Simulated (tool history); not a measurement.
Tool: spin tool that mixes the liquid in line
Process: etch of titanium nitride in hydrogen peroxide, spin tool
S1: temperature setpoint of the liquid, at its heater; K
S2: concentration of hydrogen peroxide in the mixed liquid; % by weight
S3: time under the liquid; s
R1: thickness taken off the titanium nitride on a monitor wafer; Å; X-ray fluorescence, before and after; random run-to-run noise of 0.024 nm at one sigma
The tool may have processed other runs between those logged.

run	hour	S1	S2	S3	R1
1	0.0	331.15	21.5	80	112.030
2	2.8	331.15	21.5	80	111.950
3	8.5	331.15	23.5	80	114.370
4	12.4	329.15	23.5	80	99.658
5	20.2	327.65	23.5	80	90.111
6	25.9	327.65	23.5	80	89.523
7	30.5	326.15	23.5	80	80.850
8	31.3	325.15	23.5	80	75.679
9	32.5	317.15	23.0	80	42.061

The next listed run, before its measurement:
10	39.0	317.65	23.0	80	?

R1: 42.967 Å

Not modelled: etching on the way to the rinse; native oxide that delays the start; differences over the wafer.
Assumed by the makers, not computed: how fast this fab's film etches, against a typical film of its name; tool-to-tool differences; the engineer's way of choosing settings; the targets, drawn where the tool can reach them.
